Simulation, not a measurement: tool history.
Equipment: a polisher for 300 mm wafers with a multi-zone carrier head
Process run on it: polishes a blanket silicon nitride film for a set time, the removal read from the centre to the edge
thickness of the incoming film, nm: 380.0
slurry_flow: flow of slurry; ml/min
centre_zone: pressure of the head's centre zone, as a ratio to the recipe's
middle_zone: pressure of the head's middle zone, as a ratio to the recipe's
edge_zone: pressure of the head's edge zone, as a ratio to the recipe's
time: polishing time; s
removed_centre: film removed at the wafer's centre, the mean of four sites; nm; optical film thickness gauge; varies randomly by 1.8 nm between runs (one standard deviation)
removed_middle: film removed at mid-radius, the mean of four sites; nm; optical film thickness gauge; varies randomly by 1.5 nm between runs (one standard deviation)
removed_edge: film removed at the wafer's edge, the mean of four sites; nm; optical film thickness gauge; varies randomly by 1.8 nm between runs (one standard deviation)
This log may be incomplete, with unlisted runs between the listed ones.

{"run": 1, "day": 0.0, "slurry_flow": 320, "centre_zone": 1, "middle_zone": 1, "edge_zone": 1, "time": 62, "removed_centre": 111.54, "removed_middle": 110.77, "removed_edge": 108.28}
{"run": 2, "day": 0.2, "slurry_flow": 320, "centre_zone": 0.99, "middle_zone": 1.04, "edge_zone": 1.04, "time": 68, "removed_centre": 122.01, "removed_middle": 123.94, "removed_edge": 122.42}
{"run": 3, "day": 0.492, "slurry_flow": 320, "centre_zone": 1.02, "middle_zone": 1.04, "edge_zone": 1.04, "time": 68, "removed_centre": 124.12, "removed_middle": 124.42, "removed_edge": 124.67}
{"run": 4, "day": 0.529, "slurry_flow": 320, "centre_zone": 1.02, "middle_zone": 1.04, "edge_zone": 1.04, "time": 78, "removed_centre": 144.57, "removed_middle": 144.52, "removed_edge": 142.95}
{"run": 5, "day": 0.633, "slurry_flow": 325, "centre_zone": 1.01, "middle_zone": 1.08, "edge_zone": 1.06, "time": 79, "removed_centre": 143.99, "removed_middle": 152.31, "removed_edge": 145.95}
{"run": 6, "day": 0.925, "slurry_flow": 325, "centre_zone": 1.01, "middle_zone": 1.05, "edge_zone": 1.06, "time": 79, "removed_centre": 143.95, "removed_middle": 146.27, "removed_edge": 143.09}
{"run": 7, "day": 1.221, "slurry_flow": 315, "centre_zone": 1.01, "middle_zone": 1.09, "edge_zone": 1.08, "time": 80, "removed_centre": 146.57, "removed_middle": 152.72, "removed_edge": 149.98}

What will run 8 give?
{"run": 8, "day": 1.479, "slurry_flow": 320, "centre_zone": 1.01, "middle_zone": 1.12, "edge_zone": 1.09, "time": 81, "removed_centre": "?", "removed_middle": "?", "removed_edge": "?"}

removed_centre: 150.18 nm
removed_middle: 159.39 nm
removed_edge: 151.41 nm
